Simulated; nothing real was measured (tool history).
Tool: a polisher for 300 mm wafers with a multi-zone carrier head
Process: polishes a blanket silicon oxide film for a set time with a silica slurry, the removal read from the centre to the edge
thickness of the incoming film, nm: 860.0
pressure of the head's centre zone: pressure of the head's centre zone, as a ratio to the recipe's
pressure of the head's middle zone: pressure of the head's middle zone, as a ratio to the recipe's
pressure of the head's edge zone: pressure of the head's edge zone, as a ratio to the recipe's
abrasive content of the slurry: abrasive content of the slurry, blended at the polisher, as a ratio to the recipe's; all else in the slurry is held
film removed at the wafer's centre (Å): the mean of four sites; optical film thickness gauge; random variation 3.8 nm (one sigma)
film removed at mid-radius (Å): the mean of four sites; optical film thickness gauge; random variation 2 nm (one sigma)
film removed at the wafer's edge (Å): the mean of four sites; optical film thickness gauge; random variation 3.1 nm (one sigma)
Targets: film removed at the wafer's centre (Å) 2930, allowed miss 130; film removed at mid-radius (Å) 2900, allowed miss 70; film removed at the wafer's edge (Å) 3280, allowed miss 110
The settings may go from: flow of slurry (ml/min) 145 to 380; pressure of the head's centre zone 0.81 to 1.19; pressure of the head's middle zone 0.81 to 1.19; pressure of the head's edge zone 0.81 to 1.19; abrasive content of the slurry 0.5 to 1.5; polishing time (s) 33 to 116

run,hour,flow of slurry (ml/min),pressure of the head's centre zone,pressure of the head's middle zone,pressure of the head's edge zone,abrasive content of the slurry,polishing time (s),film removed at the wafer's centre (Å),film removed at mid-radius (Å),film removed at the wafer's edge (Å)
1,0,245,1,1,1,1,74,2404.4,2405.4,2412.1
2,7.6,250,1,0.99,1.03,1.1,74,2570.7,2558.1,2605.6
3,11.3,255,0.99,0.98,1.06,1.15,74,2671.5,2592,2694
4,12.5,225,0.99,0.98,1.06,1.15,74,2573.1,2520,2673.8
5,15.7,195,0.99,0.98,1.06,1.15,74,2536.8,2501.3,2646.6
6,20.7,195,0.99,0.98,1.06,1.15,59,2042.5,1979.9,2102.4
7,27.9,195,0.98,0.98,1.08,1.2,62,2132.3,2143.2,2283.3
8,33.8,195,0.98,0.98,1.1,1.25,64,2264.3,2242.4,2454.2
9,41.8,205,0.98,0.99,1.12,1.3,65,2376.7,2374.5,2551.1
10,46,210,0.98,0.98,1.13,1.35,66,2461.5,2479.7,2654.6
11,48.1,210,0.98,0.97,1.14,1.4,67,2524.4,2484.5,2704.8
12,54.2,205,0.98,0.97,1.15,1.4,69,2610.1,2566.8,2854.3
13,58.2,210,0.98,0.97,1.16,1.4,70,2649.9,2624.4,2931.9
14,63.4,220,0.98,0.97,1.17,1.4,71,2727.5,2660.8,2927.3
15,71.2,215,0.98,0.97,1.17,1.4,72,2736,2687.4,3003.9
16,78.8,215,0.98,0.97,1.17,1.4,73,2780.2,2716.5,3055.5
17,84.4,220,0.97,0.97,1.18,1.45,74,2820,2817.5,3142.3

Which of these 4 next moves meets every target?
A,90,280,0.96,0.95,1.17,1.5,74,?,?,?
B,90,230,0.99,1,1.09,1.5,71,?,?,?
C,90,225,0.95,1,1.17,1.5,70,?,?,?
D,90,220,0.99,0.97,1.19,1.45,72,?,?,?

move,film removed at the wafer's centre (Å),film removed at mid-radius (Å),film removed at the wafer's edge (Å)
A,2955.7,2931.1,3330.5
B,2847.1,2864.2,3030.2
C,2683.3,2815.2,3082.6
D,2825.2,2772.3,3144.9
A: meets every target
B: further off than the last run
C: further off than the last run
D: further off than the last run
Move A is the one to make.

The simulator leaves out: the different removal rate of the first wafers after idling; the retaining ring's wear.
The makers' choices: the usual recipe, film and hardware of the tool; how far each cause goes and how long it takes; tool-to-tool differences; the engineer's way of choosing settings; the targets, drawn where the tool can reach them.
